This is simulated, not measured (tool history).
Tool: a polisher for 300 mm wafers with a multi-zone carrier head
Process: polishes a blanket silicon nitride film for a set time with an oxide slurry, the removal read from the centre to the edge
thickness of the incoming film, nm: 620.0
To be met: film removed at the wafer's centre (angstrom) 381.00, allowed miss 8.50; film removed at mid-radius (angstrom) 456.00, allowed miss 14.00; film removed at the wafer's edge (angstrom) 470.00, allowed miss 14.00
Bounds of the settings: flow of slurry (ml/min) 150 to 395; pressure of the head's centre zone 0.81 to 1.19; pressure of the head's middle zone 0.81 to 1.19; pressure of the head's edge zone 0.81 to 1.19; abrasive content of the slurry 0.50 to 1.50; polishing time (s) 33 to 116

run	hour	flow of slurry (ml/min)	pressure of the head's centre zone	pressure of the head's middle zone	pressure of the head's edge zone	abrasive content of the slurry	polishing time (s)	film removed at the wafer's centre (angstrom)	film removed at mid-radius (angstrom)	film removed at the wafer's edge (angstrom)
1	0.0	250	1.00	1.00	1.00	1.00	74	444.57	430.56	465.46
2	4.8	250	1.06	1.00	1.00	1.00	74	472.68	427.03	459.77
3	11.0	240	1.04	1.01	1.00	1.00	74	458.34	430.85	464.99
4	19.0	240	1.09	1.01	1.00	1.00	74	483.16	432.00	465.08
5	19.8	240	1.09	1.01	1.00	1.20	74	512.43	459.99	496.88
6	25.8	240	1.01	1.01	1.00	1.20	74	473.12	458.57	488.30
7	28.9	230	0.99	1.02	1.00	1.20	74	463.30	458.78	490.51
8	30.4	230	0.99	1.02	1.00	1.20	74	462.41	458.68	485.03
9	38.1	225	0.97	1.03	1.00	1.20	74	456.07	459.49	489.34
10	47.0	220	0.95	1.04	1.00	1.20	74	447.40	466.09	483.57
11	55.5	215	0.93	1.04	1.00	1.20	74	435.20	461.98	482.76

Which of these 4 next moves meets every target?
A	64.0	205	0.82	1.03	0.96	1.20	74	?	?	?
B	64.0	150	0.89	1.08	1.00	0.95	82	?	?	?
C	64.0	305	0.91	1.10	1.12	1.30	65	?	?	?
D	64.0	215	0.84	1.04	1.03	1.15	68	?	?	?

move	film removed at the wafer's centre (angstrom)	film removed at mid-radius (angstrom)	film removed at the wafer's edge (angstrom)
A	384.95	461.00	470.87
B	396.34	461.79	468.49
C	404.50	462.52	471.37
D	359.57	424.23	441.92
A: meets every target
B: nearer than the last run, and not there yet
C: nearer than the last run, and not there yet
D: takes the result that was furthest off past its target
Answer: A

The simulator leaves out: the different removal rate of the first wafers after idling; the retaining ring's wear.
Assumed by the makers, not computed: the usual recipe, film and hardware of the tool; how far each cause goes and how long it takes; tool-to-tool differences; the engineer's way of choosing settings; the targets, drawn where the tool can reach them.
